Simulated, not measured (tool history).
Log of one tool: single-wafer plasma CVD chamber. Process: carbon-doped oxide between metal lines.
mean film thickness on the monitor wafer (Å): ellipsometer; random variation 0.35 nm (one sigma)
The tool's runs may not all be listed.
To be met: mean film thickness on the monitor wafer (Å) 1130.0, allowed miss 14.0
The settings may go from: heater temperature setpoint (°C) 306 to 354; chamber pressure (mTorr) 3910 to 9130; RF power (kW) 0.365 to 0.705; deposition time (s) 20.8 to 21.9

run	hour	heater temperature setpoint (°C)	chamber pressure (mTorr)	RF power (kW)	deposition time (s)	mean film thickness on the monitor wafer (Å)
1	0.0	330	6520	0.535	21.9	1245.6
2	8.1	330	6520	0.600	21.9	1344.0
3	9.4	333	6310	0.590	21.9	1306.6
4	12.9	336	6080	0.585	21.9	1285.7
5	21.3	336	6080	0.585	20.8	1220.6
6	29.7	338	6000	0.585	20.8	1212.3
7	34.9	340	5920	0.585	20.8	1200.4
8	40.9	342	5860	0.585	20.8	1187.5

Which of these 4 next moves meets every target?
A	46.9	347	5460	0.585	21.1	?
B	46.9	339	5150	0.530	21.4	?
C	46.9	338	6980	0.545	20.8	?
D	46.9	346	5910	0.555	21.4	?

move	mean film thickness on the monitor wafer (Å)
A	1178.6
B	1136.8
C	1167.4
D	1166.8
A: nearer than the last run, and not there yet
B: meets every target
C: nearer than the last run, and not there yet
D: nearer than the last run, and not there yet
The right move is B.
